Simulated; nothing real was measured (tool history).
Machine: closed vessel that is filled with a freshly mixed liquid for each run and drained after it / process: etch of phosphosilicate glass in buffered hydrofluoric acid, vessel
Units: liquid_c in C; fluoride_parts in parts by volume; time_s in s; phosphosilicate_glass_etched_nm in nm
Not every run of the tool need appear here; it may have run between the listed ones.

run,day,liquid_c,fluoride_parts,time_s,phosphosilicate_glass_etched_nm
1,0,24,13.5,30,185.46
2,0.317,24,13.5,30,185.66
3,0.496,22.5,14,30,164.68
4,0.825,22.5,14,30,164.67
5,0.992,24,14,30,177.91
6,1.2,22.5,14.5,30,158.94
7,1.246,21.5,15,30,146.45

Run 8 comes next. What will it give?
8,1.442,20.5,15.5,30,?

Run 8 yielded phosphosilicate_glass_etched_nm 131.97 nm.

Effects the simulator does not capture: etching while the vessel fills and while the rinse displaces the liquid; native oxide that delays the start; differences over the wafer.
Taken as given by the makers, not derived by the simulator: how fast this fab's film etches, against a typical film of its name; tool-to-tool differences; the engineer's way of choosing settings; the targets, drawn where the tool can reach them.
